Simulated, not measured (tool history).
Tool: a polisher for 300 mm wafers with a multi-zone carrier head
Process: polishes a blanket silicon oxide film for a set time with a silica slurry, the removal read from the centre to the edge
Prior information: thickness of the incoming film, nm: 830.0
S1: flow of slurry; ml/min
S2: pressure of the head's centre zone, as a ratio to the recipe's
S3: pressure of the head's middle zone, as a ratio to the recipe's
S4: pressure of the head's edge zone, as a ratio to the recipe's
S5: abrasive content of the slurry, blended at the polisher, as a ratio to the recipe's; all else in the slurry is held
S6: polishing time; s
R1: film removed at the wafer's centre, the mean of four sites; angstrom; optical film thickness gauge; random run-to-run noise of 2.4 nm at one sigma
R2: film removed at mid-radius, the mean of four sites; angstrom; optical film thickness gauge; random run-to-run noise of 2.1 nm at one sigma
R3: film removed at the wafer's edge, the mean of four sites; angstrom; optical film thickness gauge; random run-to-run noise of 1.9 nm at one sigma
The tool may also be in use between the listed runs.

Run 1, day 0: S1 120 ml/min, S2 1, S3 1, S4 1, S5 1, S6 80 s. Result: R1 1618.5 angstrom, R2 1791.2 angstrom, R3 1824.2 angstrom.
Run 2, day 0.25: S1 120 ml/min, S2 1, S3 1, S4 0.92, S5 1, S6 80 s. Result: R1 1625.2 angstrom, R2 1805 angstrom, R3 1717.9 angstrom.
Run 3, day 0.604: S1 120 ml/min, S2 0.97, S3 1, S4 0.92, S5 1, S6 80 s. Result: R1 1588.3 angstrom, R2 1775 angstrom, R3 1747 angstrom.
Run 4, day 0.667: S1 135 ml/min, S2 1.04, S3 0.98, S4 0.98, S5 1.15, S6 80 s. Result: R1 1896.5 angstrom, R2 1955 angstrom, R3 2002.7 angstrom.
Run 5, day 0.792: S1 125 ml/min, S2 1.04, S3 0.98, S4 0.98, S5 1.15, S6 80 s. Result: R1 1870.9 angstrom, R2 1946.5 angstrom, R3 1981.5 angstrom.
Run 6, day 0.817: S1 140 ml/min, S2 1.09, S3 1, S4 1.02, S5 1.2, S6 80 s. Result: R1 2075.5 angstrom, R2 2105.5 angstrom, R3 2102.2 angstrom.
Run 7, day 1.05: S1 150 ml/min, S2 1.12, S3 1, S4 1.06, S5 1.25, S6 80 s. Result: R1 2214.4 angstrom, R2 2127.1 angstrom, R3 2194.9 angstrom.
Run 8, day 1.354: S1 155 ml/min, S2 1.14, S3 1.01, S4 1.09, S5 1.3, S6 80 s. Result: R1 2303.9 angstrom, R2 2215.1 angstrom, R3 2259.4 angstrom.
Run 9, day 1.692: S1 160 ml/min, S2 1.15, S3 1.01, S4 1.11, S5 1.35, S6 80 s. Result: R1 2370.1 angstrom, R2 2286 angstrom, R3 2350.4 angstrom.
Run 10, day 1.954: S1 165 ml/min, S2 1.16, S3 1.01, S4 1.12, S5 1.35, S6 80 s. Result: R1 2419.4 angstrom, R2 2288.6 angstrom, R3 2376.2 angstrom.
Run 11, day 2.242: S1 170 ml/min, S2 1.17, S3 1.02, S4 1.13, S5 1.35, S6 80 s. Result: R1 2425.3 angstrom, R2 2318.8 angstrom, R3 2399.5 angstrom.

The next listed run, before its measurement:
Run 12, day 2.333: S1 175 ml/min, S2 1.18, S3 1.02, S4 1.13, S5 1.35, S6 80 s. Result: R1 ?, R2 ?, R3 ?.

R1: 2497.4 angstrom
R2: 2328.3 angstrom
R3: 2418.8 angstrom

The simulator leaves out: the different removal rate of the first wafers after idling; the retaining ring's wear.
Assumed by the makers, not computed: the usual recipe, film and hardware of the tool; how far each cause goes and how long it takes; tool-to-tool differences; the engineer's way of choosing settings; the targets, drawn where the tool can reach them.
